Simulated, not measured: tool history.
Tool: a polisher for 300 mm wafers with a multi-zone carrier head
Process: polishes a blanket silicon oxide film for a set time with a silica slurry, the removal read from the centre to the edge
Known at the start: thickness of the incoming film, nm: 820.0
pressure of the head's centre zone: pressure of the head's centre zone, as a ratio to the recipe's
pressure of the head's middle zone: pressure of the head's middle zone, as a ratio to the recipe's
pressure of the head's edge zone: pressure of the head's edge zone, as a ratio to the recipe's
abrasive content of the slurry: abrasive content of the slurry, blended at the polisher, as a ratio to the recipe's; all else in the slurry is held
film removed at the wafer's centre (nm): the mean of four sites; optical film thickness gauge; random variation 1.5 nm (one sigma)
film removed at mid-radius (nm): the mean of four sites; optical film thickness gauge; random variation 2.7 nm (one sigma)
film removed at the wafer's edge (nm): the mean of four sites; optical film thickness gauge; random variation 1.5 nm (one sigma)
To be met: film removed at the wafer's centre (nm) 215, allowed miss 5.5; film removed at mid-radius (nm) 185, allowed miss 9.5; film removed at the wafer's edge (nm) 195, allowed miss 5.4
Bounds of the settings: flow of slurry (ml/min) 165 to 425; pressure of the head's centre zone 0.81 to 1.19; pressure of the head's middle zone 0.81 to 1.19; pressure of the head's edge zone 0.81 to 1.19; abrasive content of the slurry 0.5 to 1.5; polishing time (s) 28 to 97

run	hour	flow of slurry (ml/min)	pressure of the head's centre zone	pressure of the head's middle zone	pressure of the head's edge zone	abrasive content of the slurry	polishing time (s)	film removed at the wafer's centre (nm)	film removed at mid-radius (nm)	film removed at the wafer's edge (nm)
1	0	275	1	1	1	1	62	157.82	155.59	154.3
2	7.2	285	1.03	1	1.04	1.05	62	165.92	155.63	160.65
3	13	250	1.03	1	1.04	1.05	62	164.43	155.28	161.56
4	19.1	250	1.03	1.08	1.04	1.05	62	163.37	165.59	158.68
5	21.3	250	1.06	1.08	1.06	1.15	62	174.08	170.68	164.67
6	23.8	250	1.06	1.08	0.99	1.15	62	173.74	177.08	158.55
7	27.7	250	1.08	1.07	1.03	1.2	62	182.84	171.58	165.51
8	36.6	250	1.09	1.08	1.06	1.25	62	183.33	177.07	170.63

Which of these 5 next moves meets every target?
A	45.5	240	1.1	0.96	1.19	1	73	?	?	?
B	45.5	335	1.1	1.03	1.06	1.3	73	?	?	?
C	45.5	315	1.18	0.99	1.07	1.1	73	?	?	?
D	45.5	245	1.16	1.03	1.16	1	73	?	?	?
E	45.5	225	1	1.15	1	1.15	63	?	?	?

move	film removed at the wafer's centre (nm)	film removed at mid-radius (nm)	film removed at the wafer's edge (nm)
A	200.31	171.51	195.96
B	227.78	206.07	207.01
C	229.93	187.52	196.16
D	212.07	182.46	193.59
E	163.1	179.33	160.81
A: nearer than the last run, and not there yet
B: takes the result that was furthest off past its target
C: takes the result that was furthest off past its target
D: meets every target
E: further off than the last run
Move D is the one to make.
